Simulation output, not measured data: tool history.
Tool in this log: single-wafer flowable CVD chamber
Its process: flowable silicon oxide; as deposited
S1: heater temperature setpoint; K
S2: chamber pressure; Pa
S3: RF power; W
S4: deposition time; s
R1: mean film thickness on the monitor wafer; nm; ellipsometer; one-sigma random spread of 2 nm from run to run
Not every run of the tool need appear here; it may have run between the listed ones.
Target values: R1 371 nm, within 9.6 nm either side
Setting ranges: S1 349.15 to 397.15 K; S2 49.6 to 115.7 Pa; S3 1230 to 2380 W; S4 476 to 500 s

Run 1, hour 0: S1 373.15 K, S2 82.7 Pa, S3 1805 W, S4 500 s. Result: R1 202.31 nm.
Run 2, hour 2.2: S1 370.15 K, S2 82.8 Pa, S3 1805 W, S4 500 s. Result: R1 217.94 nm.
Run 3, hour 5.2: S1 370.15 K, S2 82.8 Pa, S3 1610 W, S4 500 s. Result: R1 206.53 nm.
Run 4, hour 6.1: S1 370.15 K, S2 95.6 Pa, S3 1610 W, S4 500 s. Result: R1 239.52 nm.
Run 5, hour 8.5: S1 367.15 K, S2 95.7 Pa, S3 1610 W, S4 500 s. Result: R1 260.67 nm.
Run 6, hour 13.4: S1 367.15 K, S2 95.7 Pa, S3 1610 W, S4 476 s. Result: R1 248.17 nm.
Run 7, hour 18.1: S1 364.15 K, S2 95.9 Pa, S3 1610 W, S4 476 s. Result: R1 274.53 nm.
Run 8, hour 25.8: S1 362.15 K, S2 96 Pa, S3 1610 W, S4 476 s. Result: R1 288.35 nm.
Run 9, hour 33.8: S1 360.15 K, S2 96 Pa, S3 1610 W, S4 476 s. Result: R1 307.35 nm.
Run 10, hour 38.5: S1 359.15 K, S2 96 Pa, S3 1610 W, S4 476 s. Result: R1 313.61 nm.
Run 11, hour 47.3: S1 358.15 K, S2 96 Pa, S3 1610 W, S4 476 s. Result: R1 324.7 nm.
Run 12, hour 53.9: S1 357.15 K, S2 96 Pa, S3 1610 W, S4 476 s. Result: R1 331.28 nm.
Run 13, hour 60.7: S1 356.15 K, S2 96 Pa, S3 1610 W, S4 476 s. Result: R1 338.45 nm.
Run 14, hour 61.6: S1 355.15 K, S2 96 Pa, S3 1610 W, S4 476 s. Result: R1 349.42 nm.
Run 15, hour 64.5: S1 354.15 K, S2 96 Pa, S3 1610 W, S4 476 s. Result: R1 360.25 nm.
At hour 71.1: RF generator calibrated.
Run 16, hour 71.1: S1 353.15 K, S2 96 Pa, S3 1610 W, S4 476 s. Result: R1 385.62 nm.

4 next moves are on the table. One of them brings every result within its allowed miss. Which?
Run A, hour 77.7: S1 353.15 K, S2 97.3 Pa, S3 1885 W, S4 476 s. Result: R1 ?.
Run B, hour 77.7: S1 353.15 K, S2 87.7 Pa, S3 1725 W, S4 488 s. Result: R1 ?.
Run C, hour 77.7: S1 355.15 K, S2 100.1 Pa, S3 1580 W, S4 500 s. Result: R1 ?.
Run D, hour 77.7: S1 352.15 K, S2 96.1 Pa, S3 1675 W, S4 479 s. Result: R1 ?.

move      R1
   A  423.11
   B  378.64
   C  401.33
   D  413.11
A: the biggest miss grows against the last run
B: all results land within tolerance of their targets
C: the biggest miss grows against the last run
D: the biggest miss grows against the last run
The move that meets every target is B.
